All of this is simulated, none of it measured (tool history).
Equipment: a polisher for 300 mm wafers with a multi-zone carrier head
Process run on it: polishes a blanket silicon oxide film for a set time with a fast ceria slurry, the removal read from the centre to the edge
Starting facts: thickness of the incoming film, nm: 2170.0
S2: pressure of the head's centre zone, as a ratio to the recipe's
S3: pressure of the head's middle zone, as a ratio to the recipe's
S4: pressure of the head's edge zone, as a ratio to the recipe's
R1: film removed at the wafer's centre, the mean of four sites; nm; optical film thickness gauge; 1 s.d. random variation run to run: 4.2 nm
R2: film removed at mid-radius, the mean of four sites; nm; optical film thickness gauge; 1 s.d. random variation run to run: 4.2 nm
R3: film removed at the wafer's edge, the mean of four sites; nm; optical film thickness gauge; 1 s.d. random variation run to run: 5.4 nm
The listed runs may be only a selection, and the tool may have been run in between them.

{"run": 1, "day": 0.0, "flow of slurry (ml/min)": 210, "S2": 1, "S3": 1, "S4": 1, "polishing time (s)": 36, "R1": 361.29, "R2": 358.91, "R3": 359.12}
{"run": 2, "day": 0.133, "flow of slurry (ml/min)": 160, "S2": 1, "S3": 1, "S4": 1, "polishing time (s)": 36, "R1": 342.24, "R2": 338.63, "R3": 348.69}
{"run": 3, "day": 0.342, "flow of slurry (ml/min)": 160, "S2": 1.03, "S3": 1, "S4": 1, "polishing time (s)": 36, "R1": 348.43, "R2": 331.59, "R3": 346.4}
{"run": 4, "day": 0.642, "flow of slurry (ml/min)": 180, "S2": 1.04, "S3": 0.96, "S4": 1.06, "polishing time (s)": 37, "R1": 362.09, "R2": 339.73, "R3": 376.12}
{"run": 5, "day": 0.938, "flow of slurry (ml/min)": 180, "S2": 1.09, "S3": 0.96, "S4": 1.06, "polishing time (s)": 37, "R1": 393.89, "R2": 342.65, "R3": 362.37}
{"run": 6, "day": 1.242, "flow of slurry (ml/min)": 180, "S2": 1.05, "S3": 0.96, "S4": 1.06, "polishing time (s)": 37, "R1": 374.24, "R2": 349.07, "R3": 383.63}

Run 7 is up next; what results do you expect?
{"run": 7, "day": 1.271, "flow of slurry (ml/min)": 195, "S2": 1.07, "S3": 0.92, "S4": 1.08, "polishing time (s)": 37, "R1": "?", "R2": "?", "R3": "?"}

R1: 394.23 nm
R2: 341.64 nm
R3: 374.18 nm

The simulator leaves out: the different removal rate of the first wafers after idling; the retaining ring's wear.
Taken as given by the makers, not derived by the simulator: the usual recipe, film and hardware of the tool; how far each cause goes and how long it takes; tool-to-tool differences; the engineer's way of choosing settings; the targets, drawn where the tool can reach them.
